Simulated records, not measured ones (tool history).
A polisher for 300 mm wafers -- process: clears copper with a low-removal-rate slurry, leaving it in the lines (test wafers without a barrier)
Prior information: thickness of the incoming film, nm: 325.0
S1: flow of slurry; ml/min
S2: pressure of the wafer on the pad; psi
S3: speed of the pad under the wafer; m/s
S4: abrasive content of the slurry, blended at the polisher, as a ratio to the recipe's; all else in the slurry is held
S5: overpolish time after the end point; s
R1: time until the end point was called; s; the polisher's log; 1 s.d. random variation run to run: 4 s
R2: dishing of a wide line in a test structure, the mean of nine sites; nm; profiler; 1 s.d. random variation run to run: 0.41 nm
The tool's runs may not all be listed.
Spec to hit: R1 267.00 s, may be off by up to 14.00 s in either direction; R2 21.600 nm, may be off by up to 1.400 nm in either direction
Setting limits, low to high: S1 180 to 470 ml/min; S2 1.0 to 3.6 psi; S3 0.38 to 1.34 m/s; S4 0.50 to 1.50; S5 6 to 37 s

Run 1, hour 0.0: S1 300 ml/min, S2 2.3 psi, S3 0.86 m/s, S4 1.00, S5 19 s. Result: R1 171.27 s, R2 22.688 nm.
Run 2, hour 2.8: S1 300 ml/min, S2 2.3 psi, S3 0.86 m/s, S4 1.00, S5 27 s. Result: R1 172.52 s, R2 31.791 nm.
Run 3, hour 10.6: S1 300 ml/min, S2 1.9 psi, S3 0.86 m/s, S4 1.00, S5 27 s. Result: R1 208.00 s, R2 26.996 nm.
Run 4, hour 18.2: S1 300 ml/min, S2 1.7 psi, S3 0.86 m/s, S4 1.00, S5 27 s. Result: R1 232.19 s, R2 24.155 nm.
Run 5, hour 18.8: S1 300 ml/min, S2 1.7 psi, S3 0.86 m/s, S4 1.00, S5 21 s. Result: R1 228.73 s, R2 19.121 nm.
Run 6, hour 21.3: S1 300 ml/min, S2 1.2 psi, S3 0.86 m/s, S4 1.00, S5 21 s. Result: R1 317.35 s, R2 13.860 nm.
Run 7, hour 29.1: S1 300 ml/min, S2 1.3 psi, S3 0.86 m/s, S4 1.00, S5 23 s. Result: R1 294.82 s, R2 16.624 nm.
Run 8, hour 34.4: S1 300 ml/min, S2 1.3 psi, S3 0.86 m/s, S4 1.00, S5 24 s. Result: R1 293.62 s, R2 17.127 nm.
Run 9, hour 38.3: S1 300 ml/min, S2 1.3 psi, S3 0.86 m/s, S4 1.00, S5 25 s. Result: R1 298.97 s, R2 17.877 nm.
Run 10, hour 43.4: S1 300 ml/min, S2 1.4 psi, S3 0.86 m/s, S4 1.00, S5 26 s. Result: R1 279.41 s, R2 20.104 nm.

Exactly one of the 4 candidate moves below puts every result within its allowed miss. Which one?
Run A, hour 48.5: S1 295 ml/min, S2 1.3 psi, S3 0.82 m/s, S4 0.95, S5 32 s. Result: R1 ?, R2 ?.
Run B, hour 48.5: S1 270 ml/min, S2 1.2 psi, S3 0.98 m/s, S4 0.95, S5 30 s. Result: R1 ?, R2 ?.
Run C, hour 48.5: S1 315 ml/min, S2 1.5 psi, S3 0.84 m/s, S4 1.05, S5 28 s. Result: R1 ?, R2 ?.
Run D, hour 48.5: S1 345 ml/min, S2 1.0 psi, S3 1.08 m/s, S4 0.85, S5 32 s. Result: R1 ?, R2 ?.

move      R1      R2
   A  315.49  20.506
   B  288.43  20.901
   C  262.72  21.575
   D  311.24  20.507
A: corrects the largest miss of the last run, while another result sits out of spec
B: corrects the largest miss of the last run, while another result sits out of spec
C: in spec on every target
D: corrects the largest miss of the last run, while another result sits out of spec
C meets every target.
